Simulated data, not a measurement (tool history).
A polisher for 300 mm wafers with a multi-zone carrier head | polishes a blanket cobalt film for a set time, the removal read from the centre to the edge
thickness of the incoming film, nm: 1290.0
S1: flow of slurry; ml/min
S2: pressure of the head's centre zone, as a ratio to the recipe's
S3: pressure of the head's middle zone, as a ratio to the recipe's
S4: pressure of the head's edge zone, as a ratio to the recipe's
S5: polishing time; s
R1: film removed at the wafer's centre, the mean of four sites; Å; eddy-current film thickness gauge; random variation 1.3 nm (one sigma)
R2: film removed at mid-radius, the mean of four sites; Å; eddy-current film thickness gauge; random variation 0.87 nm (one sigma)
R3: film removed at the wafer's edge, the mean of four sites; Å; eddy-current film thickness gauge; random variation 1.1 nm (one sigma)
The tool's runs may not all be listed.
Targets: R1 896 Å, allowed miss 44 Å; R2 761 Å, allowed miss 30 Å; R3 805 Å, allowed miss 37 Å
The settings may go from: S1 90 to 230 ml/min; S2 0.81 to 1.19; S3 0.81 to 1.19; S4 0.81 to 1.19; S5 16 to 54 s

run    day   S1    S2    S3    S4  S5      R1      R2      R3
  1      0  150     1     1     1  35  1328.4  1322.2  1315.1
  2  0.354  150  0.94     1     1  35  1231.4    1297  1309.8
  3  0.567  150  0.94  0.92     1  35  1218.1  1247.5  1309.1
  4  0.804  145  0.97   0.9  0.98  31  1106.7  1060.4  1167.6
  5  0.846  170  0.97   0.9  0.98  31  1120.6  1089.4  1171.6
  6  1.088  170  0.89   0.9  0.98  31  1075.5  1068.9  1166.8
  7  1.342  170  0.89   0.9  0.98  31  1072.5  1067.1  1193.2
  8  1.421  170  0.93   0.9  0.94  28  987.39  985.67  1044.4
  9  1.712  175  0.98  0.88  0.93  26  989.23  891.95  942.76
 10  2.033  175  0.98  0.86  0.91  25  929.81  826.19  912.35
 11  2.292  155  1.07   0.9  0.81  22  876.98  762.36  753.58

Which of these 5 next moves meets every target?
  A  2.55  165  1.05  0.99  0.81  21   ?   ?   ?
  B  2.55  140  1.01   0.9  0.87  22   ?   ?   ?
  C  2.55  165  1.06  0.87  0.81  21   ?   ?   ?
  D  2.55  155  1.04  0.87  0.86  23   ?   ?   ?
  E  2.55  130  0.97     1  0.81  22   ?   ?   ?

move      R1      R2      R3
   A  830.48  786.52  725.96
   B  810.04  739.91  768.17
   C  837.74  706.13  727.12
   D  889.74  765.53  809.88
   E  766.13  797.27  737.87
A: further off than the last run
B: brings the result that was furthest off to its target, and leaves another outside
C: further off than the last run
D: meets every target
E: further off than the last run
Move D is the one to make.
